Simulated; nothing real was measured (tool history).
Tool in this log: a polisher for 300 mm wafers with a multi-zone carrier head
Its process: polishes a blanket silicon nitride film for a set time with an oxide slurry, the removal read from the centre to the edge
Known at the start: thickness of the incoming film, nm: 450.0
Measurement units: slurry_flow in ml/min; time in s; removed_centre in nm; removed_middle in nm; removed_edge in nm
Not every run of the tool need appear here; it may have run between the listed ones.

run  hour  slurry_flow  centre_zone  middle_zone  edge_zone  slurry_solids  time  removed_centre  removed_middle  removed_edge
  1     0          230            1            1          1              1    54          36.129          36.196        36.149
  2   1.7          230            1         0.96          1              1    54          36.348          33.997        36.736
  3   2.7          230            1         0.96          1            1.2    54          38.777          37.368        39.425
  4   6.5          230            1         0.96          1            1.1    54           37.64          36.045        38.405
  5  13.3          230            1         0.96       0.97            1.1    54          37.416          36.262        38.027
  6  18.9          200            1         0.96       0.97            1.1    54          37.146          34.683        37.588
  7    24          200         0.99         0.96       0.96           1.05    51          33.641          32.936        34.779
  8  27.1          200         0.99         0.95       0.96              1    48          31.316          30.356         31.68
  9  33.7          195         0.98         0.94       0.96           0.95    46          28.843           28.15        29.881
 10  38.8          190         0.98         0.93       0.96            0.9    44          27.209          26.027        28.304
 11  47.1          190         0.98         0.92       0.95           0.85    42          25.047          23.842        24.982
 12  48.7          185         0.97         0.91       0.95            0.8    41          23.337          22.381        24.317
 13  55.6          185         0.97          0.9       0.95           0.75    40          22.649          21.022        23.662
 14  63.2          190         0.97         0.89       0.94            0.7    39          21.786          20.105        21.955
 15  70.5          190         0.96         0.88       0.94            0.7    38          20.613          19.281        21.679
 16  71.7          190         0.96         0.87       0.93            0.7    38          20.759          19.383        21.596

Run 17 comes next. What will it give?
 17  79.6          175         0.95         0.81       0.92            0.5    30               ?               ?             ?

{"run 17": {"removed_centre": 13.819, "removed_middle": 12.254, "removed_edge": 14.712}}
